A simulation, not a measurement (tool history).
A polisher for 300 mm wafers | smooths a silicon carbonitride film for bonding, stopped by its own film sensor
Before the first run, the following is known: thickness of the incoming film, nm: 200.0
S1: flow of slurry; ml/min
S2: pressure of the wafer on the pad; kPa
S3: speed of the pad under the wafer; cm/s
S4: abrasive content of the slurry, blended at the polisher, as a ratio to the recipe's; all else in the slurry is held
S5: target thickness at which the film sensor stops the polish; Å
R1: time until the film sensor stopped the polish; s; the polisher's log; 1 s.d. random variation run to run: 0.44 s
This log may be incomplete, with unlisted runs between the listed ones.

run,hour,S1,S2,S3,S4,S5,R1
1,0.0,310,11.7,92,1.00,1930,39.897
2,6.9,310,11.7,78,1.00,1930,46.092
3,9.9,310,13.8,78,1.00,1930,42.371
4,17.4,310,14.5,84,1.00,1930,37.178
5,25.5,310,15.2,88,1.00,1930,34.969
6,31.7,310,15.2,88,1.15,1930,32.552
7,33.7,310,15.9,90,1.15,1930,30.057
8,37.7,310,17.9,92,1.15,1930,28.334
9,40.1,310,17.9,94,1.15,1930,27.523
10,45.8,310,17.9,96,1.15,1930,27.189

Forecast run 11:
11,47.5,310,17.9,98,1.15,1930,?

Run 11 gave R1 26.869 s.
